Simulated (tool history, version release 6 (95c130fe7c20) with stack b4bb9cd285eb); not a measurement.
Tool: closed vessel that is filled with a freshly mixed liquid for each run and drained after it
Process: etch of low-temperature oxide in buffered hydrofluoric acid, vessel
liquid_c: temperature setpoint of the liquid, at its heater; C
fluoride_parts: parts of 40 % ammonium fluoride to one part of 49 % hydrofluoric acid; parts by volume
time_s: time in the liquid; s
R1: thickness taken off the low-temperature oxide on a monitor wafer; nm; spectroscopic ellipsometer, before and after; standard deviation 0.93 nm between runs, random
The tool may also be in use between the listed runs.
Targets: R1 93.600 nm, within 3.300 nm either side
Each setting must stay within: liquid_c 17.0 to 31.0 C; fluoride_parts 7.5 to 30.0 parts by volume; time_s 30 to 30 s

run 1 day=0.000 | liquid_c=23.0 fluoride_parts=20.5 time_s=30 | R1=71.359
run 2 day=0.217 | liquid_c=23.0 fluoride_parts=26.0 time_s=30 | R1=60.201
run 3 day=0.367 | liquid_c=20.5 fluoride_parts=26.0 time_s=30 | R1=52.721
run 4 day=0.658 | liquid_c=22.5 fluoride_parts=25.5 time_s=30 | R1=59.263
run 5 day=0.825 | liquid_c=24.5 fluoride_parts=25.0 time_s=30 | R1=67.034
run 6 day=0.879 | liquid_c=26.0 fluoride_parts=25.0 time_s=30 | R1=72.730
run 7 day=1.100 | liquid_c=27.0 fluoride_parts=25.0 time_s=30 | R1=76.818
run 8 day=1.283 | liquid_c=28.0 fluoride_parts=25.0 time_s=30 | R1=80.303

Next run, 4 choices. One meets every target within its allowed miss, the rest don't. Which?
run A day=1.467 | liquid_c=27.5 fluoride_parts=22.0 time_s=30 | R1=?
run B day=1.467 | liquid_c=29.5 fluoride_parts=26.0 time_s=30 | R1=?
run C day=1.467 | liquid_c=30.5 fluoride_parts=28.5 time_s=30 | R1=?
run D day=1.467 | liquid_c=31.0 fluoride_parts=25.5 time_s=30 | R1=?

move=A R1=85.358
move=B R1=84.717
move=C R1=83.920
move=D R1=92.943
A: nearer than the last run, and not there yet
B: nearer than the last run, and not there yet
C: nearer than the last run, and not there yet
D: each result inside its tolerance
The move that meets every target is D.

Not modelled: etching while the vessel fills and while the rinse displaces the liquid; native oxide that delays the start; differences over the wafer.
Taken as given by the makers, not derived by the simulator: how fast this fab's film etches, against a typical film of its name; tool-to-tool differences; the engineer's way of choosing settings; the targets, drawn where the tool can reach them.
